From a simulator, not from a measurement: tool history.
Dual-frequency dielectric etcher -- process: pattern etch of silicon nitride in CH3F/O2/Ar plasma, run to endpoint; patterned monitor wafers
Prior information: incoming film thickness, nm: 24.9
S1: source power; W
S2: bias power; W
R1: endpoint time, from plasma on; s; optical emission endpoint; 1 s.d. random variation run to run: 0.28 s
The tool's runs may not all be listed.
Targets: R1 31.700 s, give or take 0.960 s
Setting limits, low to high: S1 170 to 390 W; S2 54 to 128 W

run  hour   S1   S2      R1
  1   0.0  280   91  35.987
  2   5.4  250   91  39.254
  3  11.8  250  106  37.298
  4  19.8  210  106  41.087
  5  26.5  210   91  43.589
  6  32.8  180   91  49.203
  7  39.4  240   99  38.974
  8  47.1  250  100  38.152
  9  54.1  260  101  36.885
 10  58.0  270  102  36.522
 11  59.5  330  120  30.342

Which one of the following 5 next-run settings gets every result inside its allowed miss? There is exactly one.
  A  61.0  280  111   ?
  B  61.0  310  119   ?
  C  61.0  350  113   ?
  D  61.0  310   98   ?
  E  61.0  280  112   ?

move      R1
   A  34.333
   B  31.796
   C  30.356
   D  33.751
   E  34.237
A: takes the biggest miss from the last run beyond its target
B: each result inside its tolerance
C: no better and no worse than the last run
D: takes the biggest miss from the last run beyond its target
E: takes the biggest miss from the last run beyond its target
Move B is the one to make.
